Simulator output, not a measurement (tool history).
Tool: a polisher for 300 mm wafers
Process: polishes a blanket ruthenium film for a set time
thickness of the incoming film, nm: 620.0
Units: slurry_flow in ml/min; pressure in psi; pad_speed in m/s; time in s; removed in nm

run,hour,slurry_flow,pressure,pad_speed,time,removed
1,0.0,320,2.0,1.02,66,71.875
2,1.5,320,1.9,1.02,66,68.935
3,9.8,320,1.8,1.02,66,65.565
4,17.2,320,1.6,1.02,66,59.208
5,24.2,320,1.6,0.76,66,43.995
6,31.9,320,1.2,0.76,66,33.446
7,34.9,320,1.4,0.76,66,39.125
8,38.8,320,1.6,0.76,66,44.588
9,46.4,320,1.7,0.76,66,46.986
10,51.6,320,1.8,0.76,66,49.095

Forecast run 11:
11,60.5,320,1.9,0.76,66,?

Run 11 gave removed 52.134 nm.
